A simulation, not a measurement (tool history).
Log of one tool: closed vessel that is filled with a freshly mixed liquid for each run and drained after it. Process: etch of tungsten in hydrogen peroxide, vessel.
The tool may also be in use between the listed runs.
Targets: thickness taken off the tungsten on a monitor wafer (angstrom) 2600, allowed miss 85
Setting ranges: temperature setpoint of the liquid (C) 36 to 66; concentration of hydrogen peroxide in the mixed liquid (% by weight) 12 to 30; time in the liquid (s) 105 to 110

run,hour,temperature setpoint of the liquid (C),concentration of hydrogen peroxide in the mixed liquid (% by weight),time in the liquid (s),thickness taken off the tungsten on a monitor wafer (angstrom)
1,0,52,22.5,105,1317.6
2,5.9,46,22.5,105,923.36
3,13.1,46,19.5,105,860.85
4,15.1,46,19.5,110,903.64
5,22.6,49.5,19.5,110,1105.2
6,29.6,44,19.5,110,778.41
7,32.2,47.5,19.5,110,986.15
8,40.4,50.5,19.5,110,1176.2
9,41,53,19.5,110,1365.8
10,43.1,55,19.5,110,1507.5
11,46,55,19.5,110,1517.5
12,49.8,57,19.5,110,1743.3
13,52.6,58,19.5,110,1800.7
14,54,59,19.5,110,1930.8
15,58.9,60,19.5,110,2048.1
16,67.7,61,19.5,110,2175.6
17,69.8,61.5,19.5,110,2254.7
18,78.3,62,19.5,110,2341.1
19,83.2,62.5,19.5,110,2395.3
20,88.9,63,19.5,110,2403.9

4 candidate next runs follow, results not yet known. Just one meets every target within its allowed miss. Identify it.
A,94.6,61.5,19,105,?
B,94.6,62.5,17.5,110,?
C,94.6,63.5,21,110,?
D,94.6,61,22,105,?

move,thickness taken off the tungsten on a monitor wafer (angstrom)
A,2095.9
B,2230.4
C,2585.3
D,2191.8
A: further off than the last run
B: further off than the last run
C: all results in spec
D: further off than the last run
Move C is the one to make.

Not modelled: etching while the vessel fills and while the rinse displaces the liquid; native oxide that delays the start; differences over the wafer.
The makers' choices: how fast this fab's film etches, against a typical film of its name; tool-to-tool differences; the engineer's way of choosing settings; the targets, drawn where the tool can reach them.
